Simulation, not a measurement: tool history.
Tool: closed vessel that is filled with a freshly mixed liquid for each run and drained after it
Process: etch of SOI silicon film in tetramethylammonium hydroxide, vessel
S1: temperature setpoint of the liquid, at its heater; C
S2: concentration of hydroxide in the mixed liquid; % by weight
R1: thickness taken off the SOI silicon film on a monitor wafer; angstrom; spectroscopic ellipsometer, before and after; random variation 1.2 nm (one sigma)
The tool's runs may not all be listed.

{"run": 1, "day": 0.0, "S1": 58.0, "S2": 8, "time in the liquid (s)": 30, "R1": 1104.5}
{"run": 2, "day": 0.304, "S1": 59.0, "S2": 8, "time in the liquid (s)": 30, "R1": 1179.0}
{"run": 3, "day": 0.558, "S1": 59.5, "S2": 8, "time in the liquid (s)": 30, "R1": 1226.2}
{"run": 4, "day": 0.592, "S1": 60.0, "S2": 8, "time in the liquid (s)": 30, "R1": 1256.0}
{"run": 5, "day": 0.812, "S1": 60.5, "S2": 8, "time in the liquid (s)": 30, "R1": 1306.3}
{"run": 6, "day": 0.858, "S1": 60.5, "S2": 9, "time in the liquid (s)": 30, "R1": 1253.4}
{"run": 7, "day": 0.917, "S1": 60.5, "S2": 9, "time in the liquid (s)": 30, "R1": 1254.3}
{"run": 8, "day": 1.175, "S1": 61.0, "S2": 9, "time in the liquid (s)": 30, "R1": 1288.5}
{"day": 1.512, "done": "hydroxide flow meter replaced"}
{"run": 9, "day": 1.512, "S1": 61.5, "S2": 9, "time in the liquid (s)": 30, "R1": 1401.4}

Run 10 comes next. What will it give?
{"run": 10, "day": 1.758, "S1": 62.0, "S2": 9, "time in the liquid (s)": 30, "R1": "?"}

R1: 1433.4 angstrom
